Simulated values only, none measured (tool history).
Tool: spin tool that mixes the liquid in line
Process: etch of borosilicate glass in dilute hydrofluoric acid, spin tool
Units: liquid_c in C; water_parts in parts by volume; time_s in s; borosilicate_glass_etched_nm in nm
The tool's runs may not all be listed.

run 1 hour=0 | liquid_c=23 water_parts=55 time_s=15 | borosilicate_glass_etched_nm=5.3937
run 2 hour=4.4 | liquid_c=20.5 water_parts=55 time_s=15 | borosilicate_glass_etched_nm=4.8127
run 3 hour=5.6 | liquid_c=19 water_parts=55 time_s=15 | borosilicate_glass_etched_nm=4.593
run 4 hour=11.7 | liquid_c=20.5 water_parts=50 time_s=15 | borosilicate_glass_etched_nm=5.5051
run 5 hour=12.5 | liquid_c=22.5 water_parts=50 time_s=15 | borosilicate_glass_etched_nm=5.9041
run 6 hour=16.7 | liquid_c=24.5 water_parts=50 time_s=15 | borosilicate_glass_etched_nm=6.3507
run 7 hour=25.6 | liquid_c=25 water_parts=50 time_s=15 | borosilicate_glass_etched_nm=6.594
run 8 hour=27.2 | liquid_c=25.5 water_parts=50 time_s=15 | borosilicate_glass_etched_nm=6.7133

Forecast run 9:
run 9 hour=28.5 | liquid_c=26 water_parts=50 time_s=15 | borosilicate_glass_etched_nm=?

Logged for run 9: borosilicate_glass_etched_nm 6.7955 nm.

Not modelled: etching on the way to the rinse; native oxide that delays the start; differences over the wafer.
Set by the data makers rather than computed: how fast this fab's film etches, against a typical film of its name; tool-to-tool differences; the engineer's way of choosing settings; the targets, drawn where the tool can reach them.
